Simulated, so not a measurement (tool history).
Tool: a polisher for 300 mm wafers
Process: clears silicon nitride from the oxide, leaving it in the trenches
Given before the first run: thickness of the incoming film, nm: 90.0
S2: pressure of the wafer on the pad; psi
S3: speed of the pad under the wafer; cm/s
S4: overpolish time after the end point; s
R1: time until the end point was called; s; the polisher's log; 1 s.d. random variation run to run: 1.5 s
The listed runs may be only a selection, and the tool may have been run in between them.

{"run": 1, "hour": 0.0, "flow of slurry (ml/min)": 300, "S2": 2.3, "S3": 102, "S4": 23, "R1": 117.63}
{"run": 2, "hour": 4.1, "flow of slurry (ml/min)": 300, "S2": 2.2, "S3": 102, "S4": 23, "R1": 122.62}
{"run": 3, "hour": 7.2, "flow of slurry (ml/min)": 350, "S2": 2.2, "S3": 102, "S4": 23, "R1": 121.57}
{"run": 4, "hour": 14.1, "flow of slurry (ml/min)": 350, "S2": 2.7, "S3": 102, "S4": 23, "R1": 100.67}
{"run": 5, "hour": 18.5, "flow of slurry (ml/min)": 350, "S2": 2.5, "S3": 102, "S4": 23, "R1": 108.89}
{"run": 6, "hour": 19.5, "flow of slurry (ml/min)": 350, "S2": 2.5, "S3": 102, "S4": 23, "R1": 109.75}
{"run": 7, "hour": 21.5, "flow of slurry (ml/min)": 350, "S2": 2.4, "S3": 102, "S4": 23, "R1": 113.47}
{"run": 8, "hour": 27.8, "flow of slurry (ml/min)": 350, "S2": 2.3, "S3": 102, "S4": 23, "R1": 116.22}

Run 9 has not been measured yet. What should we expect?
{"run": 9, "hour": 29.3, "flow of slurry (ml/min)": 350, "S2": 2.2, "S3": 102, "S4": 23, "R1": "?"}

{"run 9": {"R1": 120.97}}
